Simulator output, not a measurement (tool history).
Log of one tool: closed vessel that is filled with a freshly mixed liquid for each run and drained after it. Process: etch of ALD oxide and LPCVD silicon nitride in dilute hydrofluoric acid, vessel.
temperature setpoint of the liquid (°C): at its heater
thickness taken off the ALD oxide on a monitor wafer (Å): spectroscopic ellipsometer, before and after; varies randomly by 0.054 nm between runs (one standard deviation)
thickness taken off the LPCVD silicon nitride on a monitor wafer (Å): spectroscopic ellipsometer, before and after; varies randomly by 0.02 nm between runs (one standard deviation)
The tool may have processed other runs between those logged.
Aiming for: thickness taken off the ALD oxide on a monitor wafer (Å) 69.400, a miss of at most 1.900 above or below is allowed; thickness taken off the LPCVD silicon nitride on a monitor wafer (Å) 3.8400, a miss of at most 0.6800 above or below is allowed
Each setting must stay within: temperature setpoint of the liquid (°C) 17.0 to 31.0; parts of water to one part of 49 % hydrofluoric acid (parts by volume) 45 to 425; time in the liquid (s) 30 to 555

run,hour,temperature setpoint of the liquid (°C),parts of water to one part of 49 % hydrofluoric acid (parts by volume),time in the liquid (s),thickness taken off the ALD oxide on a monitor wafer (Å),thickness taken off the LPCVD silicon nitride on a monitor wafer (Å)
1,0.0,23.0,235,285,132.210,6.0714
2,4.3,25.0,235,285,138.720,6.7618
3,10.1,24.0,275,285,110.690,5.3420
4,11.8,24.0,275,185,73.106,3.5308
5,13.9,24.5,280,185,71.197,3.4648
6,19.8,24.5,330,185,57.516,3.0847
7,25.5,25.5,325,185,60.245,3.0779
8,29.0,27.0,325,185,63.689,3.4427
9,35.9,27.5,325,185,64.764,3.4454
10,42.0,28.0,325,185,65.928,3.4993
11,42.8,28.5,325,185,66.493,3.9143
12,45.1,28.5,325,185,67.573,4.0085

4 next moves are on the table. One of them brings every result within its allowed miss. Which?
A,47.4,31.0,325,165,?,?
B,47.4,25.5,375,255,?,?
C,47.4,31.0,405,225,?,?
D,47.4,28.0,325,185,?,?

move,thickness taken off the ALD oxide on a monitor wafer (Å),thickness taken off the LPCVD silicon nitride on a monitor wafer (Å)
A,64.930,4.0692
B,69.358,3.9623
C,65.319,4.4157
D,66.160,3.8428
A: lands further from the targets than the last run did
B: each result inside its tolerance
C: lands further from the targets than the last run did
D: lands further from the targets than the last run did
The move that meets every target is B.
